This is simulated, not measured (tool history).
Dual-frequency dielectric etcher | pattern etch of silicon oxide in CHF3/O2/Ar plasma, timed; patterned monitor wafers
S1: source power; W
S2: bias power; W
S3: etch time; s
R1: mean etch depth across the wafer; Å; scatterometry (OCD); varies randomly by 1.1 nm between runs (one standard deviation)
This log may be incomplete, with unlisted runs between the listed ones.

{"run": 1, "hour": 0.0, "S1": 690, "S2": 138, "S3": 192.5, "R1": 3924}
{"run": 2, "hour": 2.7, "S1": 670, "S2": 137, "S3": 192.5, "R1": 3878.8}
{"run": 3, "hour": 4.8, "S1": 670, "S2": 118, "S3": 192.5, "R1": 3721.1}
{"run": 4, "hour": 11.2, "S1": 660, "S2": 118, "S3": 192.5, "R1": 3681}
{"run": 5, "hour": 14.1, "S1": 730, "S2": 118, "S3": 192.5, "R1": 3834.9}
{"run": 6, "hour": 17.0, "S1": 730, "S2": 118, "S3": 192.5, "R1": 3813.8}
{"run": 7, "hour": 25.1, "S1": 720, "S2": 117, "S3": 192.5, "R1": 3780.4}

Forecast run 8:
{"run": 8, "hour": 30.1, "S1": 710, "S2": 116, "S3": 192.5, "R1": "?"}

Run 8 measured R1 3742.7 Å.

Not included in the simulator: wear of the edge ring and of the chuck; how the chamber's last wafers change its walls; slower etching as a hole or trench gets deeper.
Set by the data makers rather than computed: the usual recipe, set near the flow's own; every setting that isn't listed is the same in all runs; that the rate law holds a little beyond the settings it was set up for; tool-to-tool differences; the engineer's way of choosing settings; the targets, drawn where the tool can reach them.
